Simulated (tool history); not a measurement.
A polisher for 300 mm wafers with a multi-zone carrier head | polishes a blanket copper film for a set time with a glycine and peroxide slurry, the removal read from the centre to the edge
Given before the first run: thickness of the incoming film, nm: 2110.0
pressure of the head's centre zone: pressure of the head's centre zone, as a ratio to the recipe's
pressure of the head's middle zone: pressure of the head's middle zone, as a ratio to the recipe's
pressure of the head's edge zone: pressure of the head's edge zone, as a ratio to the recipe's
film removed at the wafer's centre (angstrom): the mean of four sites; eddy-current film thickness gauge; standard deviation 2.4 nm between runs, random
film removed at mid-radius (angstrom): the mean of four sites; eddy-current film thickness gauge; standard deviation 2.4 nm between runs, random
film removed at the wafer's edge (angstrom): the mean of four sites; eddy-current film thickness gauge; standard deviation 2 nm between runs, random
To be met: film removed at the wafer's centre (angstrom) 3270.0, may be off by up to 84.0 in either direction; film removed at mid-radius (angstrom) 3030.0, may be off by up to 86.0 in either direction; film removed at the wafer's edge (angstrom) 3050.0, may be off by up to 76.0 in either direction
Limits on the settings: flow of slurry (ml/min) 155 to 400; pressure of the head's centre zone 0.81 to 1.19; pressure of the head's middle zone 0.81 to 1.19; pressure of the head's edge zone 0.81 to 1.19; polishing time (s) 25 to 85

| run | day | flow of slurry (ml/min) | pressure of the head's centre zone | pressure of the head's middle zone | pressure of the head's edge zone | polishing time (s) | film removed at the wafer's centre (angstrom) | film removed at mid-radius (angstrom) | film removed at the wafer's edge (angstrom) |
|---|---|---|---|---|---|---|---|---|---|
| 1 | 0.000 | 255 | 1.00 | 1.00 | 1.00 | 55 | 3163.8 | 3427.3 | 3457.7 |
| 2 | 0.025 | 250 | 1.01 | 0.99 | 0.98 | 55 | 3203.8 | 3390.9 | 3373.6 |
| 3 | 0.367 | 245 | 1.02 | 0.98 | 0.97 | 55 | 3223.2 | 3374.3 | 3404.0 |
| 4 | 0.550 | 310 | 1.02 | 0.98 | 0.97 | 55 | 3285.0 | 3487.8 | 3459.8 |
| 5 | 0.650 | 300 | 1.03 | 0.97 | 0.95 | 55 | 3354.3 | 3423.6 | 3435.8 |
| 6 | 0.917 | 325 | 1.03 | 0.97 | 0.95 | 55 | 3346.6 | 3478.7 | 3432.5 |
| 7 | 1.008 | 315 | 1.03 | 0.96 | 0.93 | 55 | 3344.7 | 3408.6 | 3397.9 |
| 8 | 1.071 | 305 | 1.03 | 0.95 | 0.91 | 55 | 3308.0 | 3367.3 | 3334.4 |
| 9 | 1.354 | 295 | 1.03 | 0.94 | 0.90 | 55 | 3320.4 | 3403.5 | 3340.1 |
| 10 | 1.433 | 290 | 1.04 | 0.93 | 0.89 | 55 | 3325.8 | 3357.8 | 3326.1 |

Below are 5 possible settings for the next run. Only one of them brings all results inside the allowed miss of their targets. Which is it?
| A | 1.512 | 265 | 0.90 | 1.03 | 0.86 | 65 | ? | ? | ? |
| B | 1.512 | 395 | 1.04 | 0.93 | 0.94 | 49 | ? | ? | ? |
| C | 1.512 | 230 | 1.11 | 0.91 | 0.89 | 52 | ? | ? | ? |
| D | 1.512 | 260 | 1.02 | 0.86 | 0.96 | 56 | ? | ? | ? |
| E | 1.512 | 290 | 1.01 | 0.95 | 0.82 | 52 | ? | ? | ? |

| move | film removed at the wafer's centre (angstrom) | film removed at mid-radius (angstrom) | film removed at the wafer's edge (angstrom) |
|---|---|---|---|
| A | 3383.0 | 4157.6 | 3800.0 |
| B | 3066.0 | 3055.7 | 3055.5 |
| C | 3291.3 | 3049.3 | 3052.6 |
| D | 3300.2 | 3226.7 | 3431.1 |
| E | 3071.4 | 3200.9 | 3003.3 |
A: lands further from the targets than the last run did
B: corrects the largest miss of the last run, while another result sits out of spec
C: each result inside its tolerance
D: lands further from the targets than the last run did
E: better than the last run, though not everything is in spec
Correct choice: C, which meets every target
